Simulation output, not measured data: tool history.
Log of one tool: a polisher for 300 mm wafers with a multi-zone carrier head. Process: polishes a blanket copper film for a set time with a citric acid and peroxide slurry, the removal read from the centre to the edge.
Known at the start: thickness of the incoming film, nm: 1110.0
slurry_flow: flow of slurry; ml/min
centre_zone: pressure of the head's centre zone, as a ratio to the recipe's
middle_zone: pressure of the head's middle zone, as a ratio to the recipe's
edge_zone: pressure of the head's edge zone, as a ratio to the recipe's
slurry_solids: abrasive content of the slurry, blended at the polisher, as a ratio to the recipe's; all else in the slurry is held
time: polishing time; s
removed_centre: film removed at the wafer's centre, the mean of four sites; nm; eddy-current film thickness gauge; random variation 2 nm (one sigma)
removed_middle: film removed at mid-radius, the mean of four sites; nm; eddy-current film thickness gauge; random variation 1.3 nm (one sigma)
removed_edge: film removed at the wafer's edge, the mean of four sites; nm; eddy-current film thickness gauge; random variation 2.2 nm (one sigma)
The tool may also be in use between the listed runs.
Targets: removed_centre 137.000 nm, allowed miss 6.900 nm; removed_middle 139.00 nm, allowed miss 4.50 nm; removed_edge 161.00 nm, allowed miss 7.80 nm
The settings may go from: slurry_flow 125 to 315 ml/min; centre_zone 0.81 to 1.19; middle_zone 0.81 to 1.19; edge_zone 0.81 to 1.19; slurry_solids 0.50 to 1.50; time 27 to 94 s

run    day  slurry_flow  centre_zone  middle_zone  edge_zone  slurry_solids  time  removed_centre  removed_middle  removed_edge
  1  0.000          205         1.00         1.00       1.00           1.00    60         114.910          113.79        114.61
  2  0.162          205         0.99         0.99       1.03           1.10    62         122.660          117.13        125.81
  3  0.496          230         0.99         0.99       1.03           1.10    62         121.570          120.61        125.50
  4  0.600          230         0.99         0.99       1.03           1.30    62         125.390          122.20        126.28
  5  0.742          230         0.96         0.99       1.03           1.30    62         120.890          121.45        124.04
  6  0.896          230         0.96         0.99       1.03           1.30    51          98.869          101.67        105.63
  7  1.200          225         0.95         0.99       1.06           1.30    55         106.060          108.54        112.88
  8  1.417          255         0.85         0.89       1.16           1.50    72         128.710          137.58        162.45

5 next moves are on the table. One of them brings every result within its allowed miss. Which?
  A  1.633          265         0.81         0.98       1.15           1.50    67               ?               ?             ?
  B  1.633          265         0.84         1.00       1.14           1.50    69               ?               ?             ?
  C  1.633          250         0.83         0.89       1.18           1.50    70               ?               ?             ?
  D  1.633          260         0.82         0.84       1.12           1.30    75               ?               ?             ?
  E  1.633          295         0.90         0.90       1.16           1.25    73               ?               ?             ?

move  removed_centre  removed_middle  removed_edge
   A         116.140          137.25        155.15
   B         124.090          143.12        159.07
   C         123.360          134.24        163.47
   D         128.190          136.43        167.49
   E         138.420          139.39        166.44
A: further off than the last run
B: further off than the last run
C: further off than the last run
D: further off than the last run
E: meets every target
Answer: E
